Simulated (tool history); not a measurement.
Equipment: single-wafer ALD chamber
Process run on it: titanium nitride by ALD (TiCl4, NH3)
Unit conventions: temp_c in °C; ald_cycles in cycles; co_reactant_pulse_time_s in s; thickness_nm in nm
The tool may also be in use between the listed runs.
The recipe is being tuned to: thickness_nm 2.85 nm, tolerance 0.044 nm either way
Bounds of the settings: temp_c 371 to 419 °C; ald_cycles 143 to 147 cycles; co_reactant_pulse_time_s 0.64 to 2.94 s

run	hour	temp_c	ald_cycles	co_reactant_pulse_time_s	thickness_nm
1	0	395	143	1.79	3.0524
2	0.9	387	143	1.43	2.987
3	3.4	387	143	1.91	3.0476
4	4.7	387	143	1.91	3.0492
5	9.9	387	143	1.66	3.0407
6	15.1	377	143	1.66	2.9684
7	22.2	371	143	1.09	2.7192
8	25.8	374	144	1.09	2.7797
9	27.2	376	144	1.09	2.803

Which one of the following 4 next-run settings gets every result inside its allowed miss? There is exactly one.
A	28.6	376	143	1.02	?
B	28.6	371	143	1.1	?
C	28.6	372	143	1.07	?
D	28.6	373	145	1.23	?

move	thickness_nm
A	2.7285
B	2.7304
C	2.7209
D	2.8617
A: its largest miss is bigger than the last run's
B: its largest miss is bigger than the last run's
C: its largest miss is bigger than the last run's
D: all results in spec
So the answer is move D, the one that meets all the targets.

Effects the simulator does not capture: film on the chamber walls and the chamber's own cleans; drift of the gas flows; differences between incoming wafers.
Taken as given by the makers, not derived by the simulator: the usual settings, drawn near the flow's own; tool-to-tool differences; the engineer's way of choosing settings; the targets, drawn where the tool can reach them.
